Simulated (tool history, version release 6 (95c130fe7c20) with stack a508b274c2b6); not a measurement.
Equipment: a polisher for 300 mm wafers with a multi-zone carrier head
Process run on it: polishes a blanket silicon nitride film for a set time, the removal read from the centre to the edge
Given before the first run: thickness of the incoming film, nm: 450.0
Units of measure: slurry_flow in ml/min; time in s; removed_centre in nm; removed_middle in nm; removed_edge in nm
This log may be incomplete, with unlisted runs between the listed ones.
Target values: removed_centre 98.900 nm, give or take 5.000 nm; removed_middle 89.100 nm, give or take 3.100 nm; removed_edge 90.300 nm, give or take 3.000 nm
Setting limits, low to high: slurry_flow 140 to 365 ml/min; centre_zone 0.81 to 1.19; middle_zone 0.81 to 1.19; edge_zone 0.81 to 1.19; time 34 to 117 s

run,hour,slurry_flow,centre_zone,middle_zone,edge_zone,time,removed_centre,removed_middle,removed_edge
1,0.0,235,1.00,1.00,1.00,75,122.040,131.040,128.430
2,3.9,195,1.00,1.00,1.00,75,124.230,129.700,123.210
3,8.4,190,1.00,0.97,0.99,72,115.920,120.780,119.270
4,9.3,190,1.00,0.94,0.99,72,117.980,117.080,118.400
5,10.5,190,1.00,0.94,1.05,72,117.410,116.970,123.010
6,15.8,180,1.01,0.93,1.02,69,111.970,111.140,113.490
7,24.6,175,1.02,0.92,1.00,67,109.510,108.060,113.100
8,32.2,170,1.05,0.92,0.97,64,109.420,99.628,104.540
9,40.6,165,1.05,0.92,0.95,63,104.950,98.985,103.190
10,41.6,195,1.12,0.92,0.90,52,94.874,82.553,84.208

Next run, 4 choices. One meets every target within its allowed miss, the rest don't. Which?
A,42.6,180,1.14,0.81,1.07,54,?,?,?
B,42.6,185,1.09,1.11,0.86,49,?,?,?
C,42.6,220,1.14,1.03,0.83,50,?,?,?
D,42.6,205,1.07,0.90,0.88,56,?,?,?

move,removed_centre,removed_middle,removed_edge
A,97.212,77.626,92.107
B,84.856,92.081,77.297
C,92.825,90.118,79.351
D,96.504,89.375,90.163
A: lands further from the targets than the last run did
B: corrects the largest miss of the last run, while another result sits out of spec
C: corrects the largest miss of the last run, while another result sits out of spec
D: all results in spec
So the answer is move D, the one that meets all the targets.
